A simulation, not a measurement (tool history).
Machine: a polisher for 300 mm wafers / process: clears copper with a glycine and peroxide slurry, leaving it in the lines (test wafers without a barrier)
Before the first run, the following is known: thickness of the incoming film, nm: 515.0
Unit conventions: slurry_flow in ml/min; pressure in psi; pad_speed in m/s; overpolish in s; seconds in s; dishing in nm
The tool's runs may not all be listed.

run,hour,slurry_flow,pressure,pad_speed,overpolish,seconds,dishing
1,0.0,160,1.8,1.12,20,105.09,67.170
2,3.5,160,1.6,1.12,20,113.09,60.630
3,5.8,180,1.6,1.12,20,110.14,63.522
4,14.3,180,1.6,1.14,18,108.84,58.180
5,17.7,180,1.6,1.14,12,109.42,41.224
6,26.2,150,1.6,1.14,12,110.25,40.149
7,32.2,155,1.6,1.14,13,109.55,43.898
8,40.2,155,1.6,1.14,13,112.17,44.131

What will run 9 give?
9,47.5,155,1.6,1.14,13,?,?

{"run 9": {"seconds": 110.86, "dishing": 44.287}}
